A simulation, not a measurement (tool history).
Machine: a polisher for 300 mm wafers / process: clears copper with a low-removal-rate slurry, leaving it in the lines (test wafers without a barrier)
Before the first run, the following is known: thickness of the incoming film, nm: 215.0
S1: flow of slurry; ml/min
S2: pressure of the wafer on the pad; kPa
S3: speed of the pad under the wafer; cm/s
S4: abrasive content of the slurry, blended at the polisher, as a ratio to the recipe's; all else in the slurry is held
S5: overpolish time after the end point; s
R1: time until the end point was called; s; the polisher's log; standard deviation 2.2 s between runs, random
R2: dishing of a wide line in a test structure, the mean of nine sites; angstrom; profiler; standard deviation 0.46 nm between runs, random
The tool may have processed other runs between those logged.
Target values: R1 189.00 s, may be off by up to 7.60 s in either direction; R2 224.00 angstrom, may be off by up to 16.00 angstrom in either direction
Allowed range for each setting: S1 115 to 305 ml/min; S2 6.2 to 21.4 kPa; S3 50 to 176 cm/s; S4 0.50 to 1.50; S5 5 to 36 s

run	day	S1	S2	S3	S4	S5	R1	R2
1	0.000	195	13.8	112	1.00	18	103.05	230.39
2	0.062	195	13.8	112	0.80	18	107.76	214.65
3	0.171	195	13.8	112	0.65	18	114.87	204.41
4	0.246	195	13.8	112	0.50	18	126.12	198.36
5	0.338	195	13.1	112	0.50	19	131.60	200.46
6	0.504	195	12.4	112	0.50	20	136.78	199.93
7	0.804	195	11.7	112	0.50	21	138.21	199.52
8	0.854	195	11.0	112	0.50	22	147.25	204.17
9	0.904	195	11.0	112	0.50	22	146.70	198.07
10	0.954	195	10.3	112	0.50	23	150.62	198.51
11	1.217	195	9.7	112	0.50	24	157.63	196.82
12	1.529	195	9.7	112	0.50	25	160.46	209.53
13	1.629	195	9.7	112	0.50	26	156.44	215.06
14	1.771	195	9.7	112	0.50	27	160.51	226.38
15	1.838	190	8.3	110	0.50	29	178.20	212.68

Of the 4 settings listed for the next run, only one would bring every result within its allowed miss of target. Which one?
A	1.904	180	6.2	140	0.50	30	?	?
B	1.904	180	9.0	108	0.50	34	?	?
C	1.904	170	8.3	104	0.50	33	?	?
D	1.904	200	8.3	110	0.60	27	?	?

move	R1	R2
A	168.44	223.45
B	175.58	242.11
C	192.59	218.77
D	168.86	206.70
A: its largest miss is bigger than the last run's
B: its largest miss is bigger than the last run's
C: each result inside its tolerance
D: its largest miss is bigger than the last run's
Correct choice: C, which meets every target
